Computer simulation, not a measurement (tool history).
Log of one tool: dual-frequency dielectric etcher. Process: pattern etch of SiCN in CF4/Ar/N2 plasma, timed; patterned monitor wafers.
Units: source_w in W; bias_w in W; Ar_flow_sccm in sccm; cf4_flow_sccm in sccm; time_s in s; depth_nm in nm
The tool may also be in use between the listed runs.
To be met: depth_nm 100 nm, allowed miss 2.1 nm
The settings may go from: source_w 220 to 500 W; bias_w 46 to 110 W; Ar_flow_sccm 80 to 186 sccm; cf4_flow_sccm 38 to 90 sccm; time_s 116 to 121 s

run 1 hour=0 | source_w=360 bias_w=78 Ar_flow_sccm=133 cf4_flow_sccm=64 time_s=116 | depth_nm=90.592
run 2 hour=7.6 | source_w=300 bias_w=78 Ar_flow_sccm=133 cf4_flow_sccm=64 time_s=116 | depth_nm=80.147
run 3 hour=12 | source_w=310 bias_w=78 Ar_flow_sccm=133 cf4_flow_sccm=64 time_s=116 | depth_nm=82.631
run 4 hour=14.6 | source_w=310 bias_w=78 Ar_flow_sccm=144 cf4_flow_sccm=64 time_s=116 | depth_nm=82.34
run 5 hour=22.7 | source_w=310 bias_w=78 Ar_flow_sccm=144 cf4_flow_sccm=59 time_s=116 | depth_nm=80.058
run 6 hour=27.8 | source_w=310 bias_w=78 Ar_flow_sccm=152 cf4_flow_sccm=59 time_s=116 | depth_nm=79.972
run 7 hour=29.6 | source_w=320 bias_w=78 Ar_flow_sccm=152 cf4_flow_sccm=59 time_s=116 | depth_nm=81.71
run 8 hour=31.7 | source_w=390 bias_w=80 Ar_flow_sccm=151 cf4_flow_sccm=59 time_s=116 | depth_nm=95.156
run 9 hour=33.4 | source_w=400 bias_w=80 Ar_flow_sccm=151 cf4_flow_sccm=59 time_s=116 | depth_nm=94.873

Which of these 4 next moves meets every target?
run A hour=35.1 | source_w=380 bias_w=78 Ar_flow_sccm=149 cf4_flow_sccm=56 time_s=119 | depth_nm=?
run B hour=35.1 | source_w=390 bias_w=72 Ar_flow_sccm=155 cf4_flow_sccm=73 time_s=121 | depth_nm=?
run C hour=35.1 | source_w=390 bias_w=76 Ar_flow_sccm=138 cf4_flow_sccm=54 time_s=116 | depth_nm=?
run D hour=35.1 | source_w=410 bias_w=83 Ar_flow_sccm=143 cf4_flow_sccm=64 time_s=120.5 | depth_nm=?

move=A depth_nm=92.582
move=B depth_nm=99.817
move=C depth_nm=91.059
move=D depth_nm=104.82
A: further off than the last run
B: meets every target
C: further off than the last run
D: takes the result that was furthest off past its target
Move B is the one to make.
